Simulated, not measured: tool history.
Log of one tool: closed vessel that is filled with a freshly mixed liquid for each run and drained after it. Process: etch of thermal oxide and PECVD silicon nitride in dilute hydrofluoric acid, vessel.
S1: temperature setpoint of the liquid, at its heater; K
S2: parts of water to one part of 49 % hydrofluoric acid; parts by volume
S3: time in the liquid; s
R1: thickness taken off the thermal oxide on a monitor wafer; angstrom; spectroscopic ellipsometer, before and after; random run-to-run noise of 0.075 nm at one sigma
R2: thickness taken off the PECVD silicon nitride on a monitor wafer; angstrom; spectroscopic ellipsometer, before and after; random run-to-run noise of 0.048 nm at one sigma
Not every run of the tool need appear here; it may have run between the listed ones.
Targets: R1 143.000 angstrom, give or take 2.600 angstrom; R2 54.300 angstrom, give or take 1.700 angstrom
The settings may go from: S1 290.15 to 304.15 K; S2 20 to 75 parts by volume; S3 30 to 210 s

run 1 day=0.000 | S1=296.15 S2=45 S3=105 | R1=116.310 R2=43.067
run 2 day=0.204 | S1=296.15 S2=45 S3=85 | R1=93.715 R2=34.861
run 3 day=0.588 | S1=296.15 S2=45 S3=120 | R1=132.000 R2=49.899
run 4 day=0.896 | S1=296.65 S2=45 S3=120 | R1=136.150 R2=51.573
run 5 day=1.138 | S1=296.65 S2=45 S3=80 | R1=90.849 R2=34.082
run 6 day=1.208 | S1=296.65 S2=50 S3=80 | R1=80.963 R2=30.580
run 7 day=1.538 | S1=297.15 S2=45 S3=80 | R1=93.108 R2=35.382
run 8 day=1.608 | S1=297.15 S2=45 S3=80 | R1=92.068 R2=35.400
-- day=1.650 thermometer replaced
run 9 day=1.650 | S1=297.15 S2=40 S3=80 | R1=107.980 R2=42.265

Which single option among these 4 for the next run brings every result within its allowed miss of target? Just one does.
run A day=1.692 | S1=298.15 S2=35 S3=90 | R1=? R2=?
run B day=1.692 | S1=293.15 S2=40 S3=125 | R1=? R2=?
run C day=1.692 | S1=290.65 S2=40 S3=145 | R1=? R2=?
run D day=1.692 | S1=296.15 S2=35 S3=95 | R1=? R2=?

move=A R1=145.420 R2=57.922
move=B R1=142.290 R2=50.146
move=C R1=148.160 R2=48.778
move=D R1=141.220 R2=53.371
A: the worst result of the last run now meets its target, but another is out of spec
B: the worst result of the last run now meets its target, but another is out of spec
C: carries the result that was furthest off beyond its target, to the other side
D: meets every target
The right move is D.

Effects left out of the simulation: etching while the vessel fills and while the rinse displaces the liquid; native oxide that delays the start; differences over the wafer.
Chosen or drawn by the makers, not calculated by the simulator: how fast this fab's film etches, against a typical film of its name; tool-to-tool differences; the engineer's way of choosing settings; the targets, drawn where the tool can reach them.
